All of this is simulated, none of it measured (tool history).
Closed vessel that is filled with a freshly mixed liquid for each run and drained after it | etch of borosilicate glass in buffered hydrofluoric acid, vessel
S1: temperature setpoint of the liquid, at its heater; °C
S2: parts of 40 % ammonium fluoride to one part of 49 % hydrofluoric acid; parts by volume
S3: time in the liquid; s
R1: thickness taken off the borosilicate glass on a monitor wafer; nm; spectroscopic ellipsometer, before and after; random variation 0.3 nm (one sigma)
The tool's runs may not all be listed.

run  hour    S1    S2  S3      R1
  1     0    20    19  30  15.518
  2   7.4  21.5    19  30  16.792
  3  15.2    23    17  30  20.278
  4  20.9    23    21  30  16.912
  5  28.1    26    21  30  19.764
  6  35.1  26.5  18.5  30  22.371
  7  40.8    27    16  30  26.819

Run 8 comes next. What will it give?
  8  47.7  27  15  30   ?

Run 8 gave R1 28.699 nm.

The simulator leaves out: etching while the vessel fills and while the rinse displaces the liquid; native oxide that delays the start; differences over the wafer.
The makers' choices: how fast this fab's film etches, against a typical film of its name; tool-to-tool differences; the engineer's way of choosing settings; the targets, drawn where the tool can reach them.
